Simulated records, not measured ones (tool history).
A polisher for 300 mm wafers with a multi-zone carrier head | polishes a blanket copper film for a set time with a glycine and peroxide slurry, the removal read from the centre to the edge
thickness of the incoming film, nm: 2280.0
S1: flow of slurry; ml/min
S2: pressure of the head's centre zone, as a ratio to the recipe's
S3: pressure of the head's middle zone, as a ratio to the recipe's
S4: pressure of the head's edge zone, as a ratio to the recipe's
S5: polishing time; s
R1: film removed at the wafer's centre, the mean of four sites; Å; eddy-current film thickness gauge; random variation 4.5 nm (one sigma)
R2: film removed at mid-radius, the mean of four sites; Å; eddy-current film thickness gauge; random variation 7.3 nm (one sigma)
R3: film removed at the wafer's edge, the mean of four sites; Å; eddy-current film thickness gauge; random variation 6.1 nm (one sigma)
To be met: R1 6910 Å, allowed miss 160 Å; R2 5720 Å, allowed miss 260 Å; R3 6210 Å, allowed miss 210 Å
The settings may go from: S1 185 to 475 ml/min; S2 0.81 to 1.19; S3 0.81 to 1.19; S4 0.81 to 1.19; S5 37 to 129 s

run	hour	S1	S2	S3	S4	S5	R1	R2	R3
1	0	305	1	1	1	83	5555.2	5424.2	5523
2	9	315	1.03	1	1.03	84	5811.9	5512.4	5572.1
3	17.5	315	1.03	1	0.95	84	5806.3	5541	5449.3
4	25.5	315	1.03	1	0.95	91	6290.4	6065	5795.9
5	32	315	1.03	1	0.95	101	6995.9	6617	6470.9
6	35.8	390	1.03	1	0.95	101	7099.6	6855.9	6556.6
7	38.7	385	1.03	0.97	0.94	100	7043.4	6601.3	6544.9
8	39.4	375	1.04	0.95	0.93	99	6959.8	6371.3	6360.4
9	46.5	370	1.04	0.93	0.93	99	6959.3	6371.9	6476.3
10	54.8	370	1.04	0.93	0.93	99	6935	6202.6	6365.6
11	60.8	365	1.04	0.92	0.92	99	6974.5	6071.9	6349.3

Which of these 5 next moves meets every target?
A	66.8	345	0.98	0.89	0.96	104	?	?	?
B	66.8	450	1.02	0.9	0.93	104	?	?	?
C	66.8	345	1.02	0.89	0.95	96	?	?	?
D	66.8	290	1.07	0.88	0.93	98	?	?	?
E	66.8	380	1.04	0.98	0.95	100	?	?	?

move	R1	R2	R3
A	6868.5	6247	6790.3
B	7301.8	6423.9	6786.7
C	6601	5765.4	6237.1
D	6955.5	5743.5	6233.8
E	7073.6	6555.9	6525.9
A: further off than the last run
B: further off than the last run
C: brings the result that was furthest off to its target, and leaves another outside
D: meets every target
E: further off than the last run
The right move is D.

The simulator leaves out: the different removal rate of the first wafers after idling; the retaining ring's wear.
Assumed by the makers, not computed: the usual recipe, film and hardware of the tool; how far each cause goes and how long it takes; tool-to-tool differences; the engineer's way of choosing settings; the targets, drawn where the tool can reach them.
